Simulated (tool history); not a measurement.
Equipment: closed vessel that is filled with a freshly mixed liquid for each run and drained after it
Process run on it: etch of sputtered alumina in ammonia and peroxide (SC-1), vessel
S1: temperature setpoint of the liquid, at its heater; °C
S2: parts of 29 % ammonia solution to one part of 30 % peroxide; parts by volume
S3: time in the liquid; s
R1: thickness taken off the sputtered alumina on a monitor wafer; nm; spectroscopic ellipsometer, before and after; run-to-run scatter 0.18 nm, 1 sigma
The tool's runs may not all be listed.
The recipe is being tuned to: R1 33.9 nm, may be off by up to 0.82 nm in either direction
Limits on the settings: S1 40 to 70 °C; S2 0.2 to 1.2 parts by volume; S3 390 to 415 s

run	hour	S1	S2	S3	R1
1	0	56	0.8	390	20.888
2	5.6	59.5	0.8	390	25.555
3	10.3	60.5	0.8	390	26.894
4	13.2	61.5	0.8	390	28.061
5	21.3	61.5	0.5	390	27.239
6	23.7	62.5	0.5	390	28.354
7	29.7	63	0.5	390	29.278
8	31.7	63.5	0.5	390	29.608

Of the 4 settings listed for the next run, only one would bring every result within its allowed miss of target. Which one?
A	33.7	59	0.8	390	?
B	33.7	64	0.45	415	?
C	33.7	64.5	0.35	405	?
D	33.7	64.5	0.7	410	?

move	R1
A	24.624
B	31.995
C	31.262
D	33.789
A: the biggest miss grows against the last run
B: nearer the targets than the last run, but a result is still out of spec
C: nearer the targets than the last run, but a result is still out of spec
D: all results land within tolerance of their targets
Correct choice: D, which meets every target
